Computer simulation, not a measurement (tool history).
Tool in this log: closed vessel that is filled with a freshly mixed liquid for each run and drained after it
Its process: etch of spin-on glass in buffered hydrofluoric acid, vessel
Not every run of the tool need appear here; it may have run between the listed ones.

run,hour,temperature setpoint of the liquid (C),parts of 40 % ammonium fluoride to one part of 49 % hydrofluoric acid (parts by volume),time in the liquid (s),thickness taken off the spin-on glass on a monitor wafer (Å)
1,0.0,22.0,12,85,2242.4
2,4.9,24.0,12,85,2493.9
3,7.3,24.0,14,85,2166.9
4,10.3,25.0,14,85,2284.8
5,14.3,25.5,14,85,2337.9
6,19.3,22.5,14,85,1992.3

What will run 7 give?
7,27.5,23.5,14,85,?

{"run 7": {"thickness taken off the spin-on glass on a monitor wafer (Å)": 2109.3}}

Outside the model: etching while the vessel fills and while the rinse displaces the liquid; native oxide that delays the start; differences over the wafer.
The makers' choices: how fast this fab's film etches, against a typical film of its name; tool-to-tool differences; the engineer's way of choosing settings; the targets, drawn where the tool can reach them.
